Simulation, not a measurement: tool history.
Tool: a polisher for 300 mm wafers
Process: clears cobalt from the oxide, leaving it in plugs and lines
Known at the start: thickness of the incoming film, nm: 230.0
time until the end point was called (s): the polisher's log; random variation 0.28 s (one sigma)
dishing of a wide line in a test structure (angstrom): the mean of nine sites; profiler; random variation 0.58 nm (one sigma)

run	hour	flow of slurry (ml/min)	pressure of the wafer on the pad (psi)	speed of the pad under the wafer (cm/s)	overpolish time after the end point (s)	time until the end point was called (s)	dishing of a wide line in a test structure (angstrom)
1	0.0	265	2.3	122	15	36.818	498.95
2	4.3	265	2.3	122	12	36.228	436.01
3	9.5	265	2.4	122	11	35.610	426.11
4	16.4	265	2.6	122	10	32.340	417.09
5	23.9	265	2.6	152	10	26.904	459.19
6	27.1	275	2.7	146	9	26.908	417.65

Forecast run 7:
7	29.0	350	3.3	114	4	?	?

time until the end point was called (s): 27.470
dishing of a wide line in a test structure (angstrom): 256.22
